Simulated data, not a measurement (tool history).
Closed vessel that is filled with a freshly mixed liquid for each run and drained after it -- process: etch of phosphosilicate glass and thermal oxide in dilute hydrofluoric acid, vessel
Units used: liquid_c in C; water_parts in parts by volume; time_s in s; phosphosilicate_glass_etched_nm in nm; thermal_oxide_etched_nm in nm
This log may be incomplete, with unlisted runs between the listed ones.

run	hour	liquid_c	water_parts	time_s	phosphosilicate_glass_etched_nm	thermal_oxide_etched_nm
1	0	26	200	165	50.717	4.3942
2	5.2	23.5	205	165	44.476	3.9506
3	7.6	23.5	205	230	62.5	5.4345
4	9	26.5	205	230	70.248	6.0626
5	14.2	24	205	230	63.865	5.5146
6	17.2	24	160	230	86.528	7.5378
7	21.1	22	190	230	64.784	5.622
8	25.9	21	210	230	56.226	4.8701
9	34.8	20	225	230	49.521	4.2727
# hour 41.1: thermometer replaced
10	41.1	19.5	235	230	43.835	3.7874
11	49	19.5	235	230	43.568	3.7975

Estimate the outcome of run 12 from the log above:
12	57.9	19	240	230	?	?

{"run 12": {"phosphosilicate_glass_etched_nm": 41.834, "thermal_oxide_etched_nm": 3.6262}}

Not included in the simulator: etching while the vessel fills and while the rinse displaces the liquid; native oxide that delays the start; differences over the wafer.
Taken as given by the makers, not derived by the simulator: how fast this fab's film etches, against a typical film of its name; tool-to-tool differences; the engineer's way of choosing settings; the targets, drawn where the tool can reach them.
